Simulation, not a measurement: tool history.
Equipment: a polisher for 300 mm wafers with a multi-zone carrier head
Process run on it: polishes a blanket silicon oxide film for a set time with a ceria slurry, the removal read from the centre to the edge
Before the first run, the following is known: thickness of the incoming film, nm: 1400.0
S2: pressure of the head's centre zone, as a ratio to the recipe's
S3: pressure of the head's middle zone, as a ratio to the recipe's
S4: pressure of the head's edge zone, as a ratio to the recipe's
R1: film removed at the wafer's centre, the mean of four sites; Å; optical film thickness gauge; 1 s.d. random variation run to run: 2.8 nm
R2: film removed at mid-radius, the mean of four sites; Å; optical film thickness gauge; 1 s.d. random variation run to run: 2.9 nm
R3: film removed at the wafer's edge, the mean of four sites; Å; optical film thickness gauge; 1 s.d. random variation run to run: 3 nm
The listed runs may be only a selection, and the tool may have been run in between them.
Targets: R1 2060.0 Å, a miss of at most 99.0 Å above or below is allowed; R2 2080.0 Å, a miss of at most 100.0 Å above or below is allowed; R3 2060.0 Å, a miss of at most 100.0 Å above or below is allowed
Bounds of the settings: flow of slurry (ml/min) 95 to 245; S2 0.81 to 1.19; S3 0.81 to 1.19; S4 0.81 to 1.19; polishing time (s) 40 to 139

run 1 hour=0.0 | flow_of_slurry_(ml/min)=155 S2=1.00 S3=1.00 S4=1.00 polishing_time_(s)=89 | R1=3390.6 R2=3574.8 R3=3428.6
run 2 hour=8.1 | flow_of_slurry_(ml/min)=155 S2=0.92 S3=1.00 S4=1.00 polishing_time_(s)=89 | R1=3219.7 R2=3580.0 R3=3532.4
run 3 hour=14.7 | flow_of_slurry_(ml/min)=150 S2=0.93 S3=0.99 S4=0.99 polishing_time_(s)=83 | R1=2967.2 R2=3310.0 R3=3236.0
run 4 hour=23.7 | flow_of_slurry_(ml/min)=145 S2=0.94 S3=0.97 S4=0.98 polishing_time_(s)=78 | R1=2886.2 R2=3052.8 R3=3116.7
run 5 hour=25.0 | flow_of_slurry_(ml/min)=145 S2=0.95 S3=0.97 S4=0.97 polishing_time_(s)=73 | R1=2615.0 R2=2750.5 R3=2825.6
run 6 hour=30.0 | flow_of_slurry_(ml/min)=145 S2=0.95 S3=0.89 S4=0.97 polishing_time_(s)=73 | R1=2615.2 R2=2645.4 R3=2854.9
run 7 hour=37.9 | flow_of_slurry_(ml/min)=145 S2=0.95 S3=0.90 S4=0.95 polishing_time_(s)=70 | R1=2505.5 R2=2575.2 R3=2651.8
-- hour=43.8 slurry nozzle cleaned
run 8 hour=43.8 | flow_of_slurry_(ml/min)=145 S2=0.95 S3=0.89 S4=0.93 polishing_time_(s)=68 | R1=2729.3 R2=2632.1 R3=2662.2
run 9 hour=52.2 | flow_of_slurry_(ml/min)=145 S2=0.95 S3=0.90 S4=0.93 polishing_time_(s)=65 | R1=2562.5 R2=2565.1 R3=2550.1
run 10 hour=53.0 | flow_of_slurry_(ml/min)=145 S2=0.95 S3=0.90 S4=0.93 polishing_time_(s)=62 | R1=2483.9 R2=2450.8 R3=2432.2

Below are 4 possible settings for the next run. Only one of them brings all results inside the allowed miss of their targets. Which is it?
run A hour=53.8 | flow_of_slurry_(ml/min)=140 S2=0.87 S3=0.99 S4=0.98 polishing_time_(s)=49 | R1=? R2=? R3=?
run B hour=53.8 | flow_of_slurry_(ml/min)=105 S2=0.81 S3=1.05 S4=0.99 polishing_time_(s)=57 | R1=? R2=? R3=?
run C hour=53.8 | flow_of_slurry_(ml/min)=160 S2=0.93 S3=0.91 S4=0.89 polishing_time_(s)=52 | R1=? R2=? R3=?
run D hour=53.8 | flow_of_slurry_(ml/min)=175 S2=0.81 S3=1.10 S4=0.90 polishing_time_(s)=51 | R1=? R2=? R3=?

move=A R1=1861.8 R2=1984.1 R3=2022.7
move=B R1=1897.6 R2=2222.1 R3=2237.2
move=C R1=2123.9 R2=2047.0 R3=2096.2
move=D R1=1955.3 R2=2323.9 R3=2087.5
A: the result that was furthest off in the last run now lies on the other side of its target
B: the result that was furthest off in the last run now lies on the other side of its target
C: hits every target within its allowed miss
D: the result that was furthest off in the last run now lies on the other side of its target
C meets every target.
